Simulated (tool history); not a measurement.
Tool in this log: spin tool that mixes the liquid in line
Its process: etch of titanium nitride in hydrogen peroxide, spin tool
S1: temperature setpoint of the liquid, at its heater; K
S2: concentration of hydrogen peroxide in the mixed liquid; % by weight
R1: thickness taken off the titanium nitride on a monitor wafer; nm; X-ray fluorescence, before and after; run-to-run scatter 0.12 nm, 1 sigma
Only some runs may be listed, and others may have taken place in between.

{"run": 1, "day": 0.0, "S1": 326.15, "S2": 18.5, "time under the liquid (s)": 300, "R1": 15.663}
{"run": 2, "day": 0.2, "S1": 327.65, "S2": 18.5, "time under the liquid (s)": 300, "R1": 17.144}
{"run": 3, "day": 0.471, "S1": 328.65, "S2": 18.5, "time under the liquid (s)": 300, "R1": 18.488}
{"run": 4, "day": 0.783, "S1": 328.65, "S2": 18.5, "time under the liquid (s)": 320, "R1": 19.74}
{"run": 5, "day": 0.938, "S1": 329.65, "S2": 18.5, "time under the liquid (s)": 320, "R1": 21.233}
{"run": 6, "day": 1.304, "S1": 329.65, "S2": 16, "time under the liquid (s)": 320, "R1": 20.489}
{"run": 7, "day": 1.575, "S1": 330.15, "S2": 16, "time under the liquid (s)": 320, "R1": 21.359}
{"run": 8, "day": 1.817, "S1": 330.65, "S2": 16, "time under the liquid (s)": 320, "R1": 22.167}

Run 9, settings as shown, results not yet in. Your forecast:
{"run": 9, "day": 1.9, "S1": 331.15, "S2": 16, "time under the liquid (s)": 320, "R1": "?"}

R1: 22.761 nm
